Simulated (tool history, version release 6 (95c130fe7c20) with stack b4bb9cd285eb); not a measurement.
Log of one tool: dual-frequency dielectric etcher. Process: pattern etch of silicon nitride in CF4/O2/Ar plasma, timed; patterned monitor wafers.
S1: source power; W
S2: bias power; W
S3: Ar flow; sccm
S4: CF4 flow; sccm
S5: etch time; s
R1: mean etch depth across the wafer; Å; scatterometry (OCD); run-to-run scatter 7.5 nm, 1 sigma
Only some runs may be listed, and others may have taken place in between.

run 1 hour=0 | S1=610 S2=49 S3=115 S4=73 S5=516 | R1=11060
run 2 hour=8.3 | S1=630 S2=49 S3=115 S4=73 S5=516 | R1=11370
run 3 hour=15.4 | S1=590 S2=49 S3=115 S4=73 S5=516 | R1=10836
run 4 hour=18.6 | S1=590 S2=44 S3=115 S4=73 S5=516 | R1=10136
run 5 hour=23.3 | S1=630 S2=44 S3=115 S4=73 S5=516 | R1=10470
run 6 hour=27.3 | S1=720 S2=44 S3=115 S4=73 S5=516 | R1=11544
run 7 hour=32 | S1=730 S2=44 S3=115 S4=73 S5=516 | R1=11683

Run 8 has not been measured yet. What should we expect?
run 8 hour=39.3 | S1=740 S2=44 S3=115 S4=73 S5=516 | R1=?

Run 8 yielded R1 11716 Å.

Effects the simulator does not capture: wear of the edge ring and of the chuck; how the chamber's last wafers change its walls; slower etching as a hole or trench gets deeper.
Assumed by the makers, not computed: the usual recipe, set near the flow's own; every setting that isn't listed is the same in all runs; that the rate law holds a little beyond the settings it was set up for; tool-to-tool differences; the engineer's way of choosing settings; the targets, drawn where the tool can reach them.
